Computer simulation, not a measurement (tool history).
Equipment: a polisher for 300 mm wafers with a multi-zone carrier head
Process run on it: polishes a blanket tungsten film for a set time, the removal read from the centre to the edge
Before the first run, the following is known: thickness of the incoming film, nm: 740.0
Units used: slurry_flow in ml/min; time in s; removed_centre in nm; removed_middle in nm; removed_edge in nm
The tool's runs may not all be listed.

Run 1, hour 0.0: slurry_flow 285 ml/min, centre_zone 1.00, middle_zone 1.00, edge_zone 1.00, slurry_solids 1.00, time 32 s. Result: removed_centre 139.79 nm, removed_middle 136.50 nm, removed_edge 137.99 nm.
Run 2, hour 2.5: slurry_flow 285 ml/min, centre_zone 1.00, middle_zone 1.00, edge_zone 1.00, slurry_solids 1.00, time 39 s. Result: removed_centre 165.25 nm, removed_middle 166.08 nm, removed_edge 169.96 nm.
Run 3, hour 6.9: slurry_flow 340 ml/min, centre_zone 1.00, middle_zone 1.00, edge_zone 1.00, slurry_solids 1.00, time 39 s. Result: removed_centre 170.55 nm, removed_middle 169.58 nm, removed_edge 170.58 nm.
Run 4, hour 12.6: slurry_flow 340 ml/min, centre_zone 1.00, middle_zone 0.97, edge_zone 1.00, slurry_solids 1.00, time 39 s. Result: removed_centre 168.65 nm, removed_middle 165.23 nm, removed_edge 170.53 nm.
Run 5, hour 15.8: slurry_flow 340 ml/min, centre_zone 1.00, middle_zone 1.05, edge_zone 1.00, slurry_solids 1.00, time 39 s. Result: removed_centre 173.05 nm, removed_middle 180.07 nm, removed_edge 168.90 nm.
Run 6, hour 24.5: slurry_flow 335 ml/min, centre_zone 1.00, middle_zone 1.06, edge_zone 1.02, slurry_solids 1.10, time 39 s. Result: removed_centre 172.43 nm, removed_middle 185.34 nm, removed_edge 173.72 nm.
Run 7, hour 27.8: slurry_flow 335 ml/min, centre_zone 1.02, middle_zone 1.06, edge_zone 1.04, slurry_solids 1.15, time 39 s. Result: removed_centre 179.81 nm, removed_middle 183.30 nm, removed_edge 180.62 nm.
Run 8, hour 29.8: slurry_flow 335 ml/min, centre_zone 1.02, middle_zone 1.08, edge_zone 1.06, slurry_solids 1.20, time 39 s. Result: removed_centre 181.67 nm, removed_middle 195.14 nm, removed_edge 183.17 nm.
Run 9, hour 37.8: slurry_flow 335 ml/min, centre_zone 1.03, middle_zone 1.09, edge_zone 1.08, slurry_solids 1.25, time 39 s. Result: removed_centre 188.78 nm, removed_middle 193.06 nm, removed_edge 188.57 nm.

Run 10, settings as shown, results not yet in. Your forecast:
Run 10, hour 41.0: slurry_flow 335 ml/min, centre_zone 1.03, middle_zone 1.10, edge_zone 1.09, slurry_solids 1.25, time 39 s. Result: removed_centre ?, removed_middle ?, removed_edge ?.

{"run 10": {"removed_centre": 186.5, "removed_middle": 191.17, "removed_edge": 184.58}}
